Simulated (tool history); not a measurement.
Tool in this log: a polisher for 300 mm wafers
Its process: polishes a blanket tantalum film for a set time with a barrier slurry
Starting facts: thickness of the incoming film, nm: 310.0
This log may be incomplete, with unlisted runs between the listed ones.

run	hour	flow of slurry (ml/min)	pressure of the wafer on the pad (kPa)	speed of the pad under the wafer (cm/s)	abrasive content of the slurry	polishing time (s)	film removed (nm)
1	0.0	305	15.2	86	1.00	29	42.559
2	1.6	305	15.2	86	1.20	29	44.843
3	8.4	305	15.2	86	1.20	29	44.172
4	9.1	305	15.2	76	1.20	29	39.825
5	17.4	305	15.2	76	1.05	29	37.960
6	24.9	305	14.5	76	1.05	29	36.352
7	30.5	305	13.8	76	1.05	29	35.368

Expected results for the next run?
8	37.7	305	13.1	76	1.05	29	?

{"run 8": {"film removed (nm)": 33.144}}

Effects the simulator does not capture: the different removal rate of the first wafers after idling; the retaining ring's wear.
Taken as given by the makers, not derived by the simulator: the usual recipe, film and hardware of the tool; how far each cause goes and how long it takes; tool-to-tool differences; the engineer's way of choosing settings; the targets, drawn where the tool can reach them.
